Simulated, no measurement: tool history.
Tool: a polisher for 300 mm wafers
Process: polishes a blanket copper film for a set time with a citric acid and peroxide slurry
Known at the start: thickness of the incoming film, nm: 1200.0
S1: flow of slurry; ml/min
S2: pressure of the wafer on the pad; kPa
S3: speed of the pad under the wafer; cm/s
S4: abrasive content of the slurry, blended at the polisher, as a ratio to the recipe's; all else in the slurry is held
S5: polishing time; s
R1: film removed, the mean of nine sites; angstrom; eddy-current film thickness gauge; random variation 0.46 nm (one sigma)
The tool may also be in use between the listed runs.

run  hour   S1    S2   S3    S4  S5      R1
  1     0  270  15.9   88     1  35  500.28
  2     6  270  15.9   88   1.1  35  509.14
  3  14.3  270  15.9  106   1.1  35  566.38
  4  19.9  270  13.8  106   1.1  35  487.45
  5  21.7  270  13.8  106  1.05  35  494.33
  6  26.4  270  13.8  106  1.05  35  479.26
  7  33.5  270  13.1  106  1.05  35  464.96
  8  39.3  270  12.4  106  1.05  35  441.32

Run 9 comes next. What will it give?
  9  45.2  270  12.4  106  1.05  35   ?

R1: 442.42 angstrom
